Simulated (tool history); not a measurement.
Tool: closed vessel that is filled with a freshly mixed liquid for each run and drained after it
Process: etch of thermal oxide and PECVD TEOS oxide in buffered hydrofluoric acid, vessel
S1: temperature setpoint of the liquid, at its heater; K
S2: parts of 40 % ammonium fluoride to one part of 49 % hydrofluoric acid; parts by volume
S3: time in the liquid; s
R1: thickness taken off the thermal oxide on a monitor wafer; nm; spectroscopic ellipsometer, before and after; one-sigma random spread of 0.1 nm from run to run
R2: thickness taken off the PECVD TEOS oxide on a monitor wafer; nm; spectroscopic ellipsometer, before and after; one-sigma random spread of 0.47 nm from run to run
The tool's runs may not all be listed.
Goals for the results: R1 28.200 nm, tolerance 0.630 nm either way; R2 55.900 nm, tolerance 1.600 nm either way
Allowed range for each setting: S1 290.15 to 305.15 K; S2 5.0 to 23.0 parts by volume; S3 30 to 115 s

run	hour	S1	S2	S3	R1	R2
1	0.0	297.15	14.0	60	50.127	97.279
2	7.6	299.65	14.0	60	57.091	113.400
3	13.0	298.65	14.5	60	52.550	103.600
4	21.4	298.65	18.5	60	41.211	82.136
5	26.8	298.65	15.5	60	48.919	96.469
6	31.1	302.15	15.5	60	59.267	116.540
7	34.2	300.65	16.0	60	53.124	105.350
8	43.4	299.15	16.0	60	48.888	96.975
9	45.3	298.15	16.0	60	46.286	92.429
10	47.2	297.15	16.0	60	43.710	86.647
11	53.2	296.15	16.0	60	41.528	83.437
12	55.9	295.65	16.0	60	40.500	81.335
13	59.2	291.65	17.5	60	29.671	58.647

Next run, 4 choices. One meets every target within its allowed miss, the rest don't. Which?
A	62.5	292.15	20.0	60	?	?
B	62.5	290.15	13.5	45	?	?
C	62.5	292.15	20.5	65	?	?
D	62.5	290.65	17.5	65	?	?

move	R1	R2
A	26.811	52.930
B	26.441	52.201
C	28.555	56.373
D	30.436	60.088
A: the result that was furthest off in the last run now lies on the other side of its target
B: the result that was furthest off in the last run now lies on the other side of its target
C: in spec on every target
D: lands further from the targets than the last run did
The move that meets every target is C.
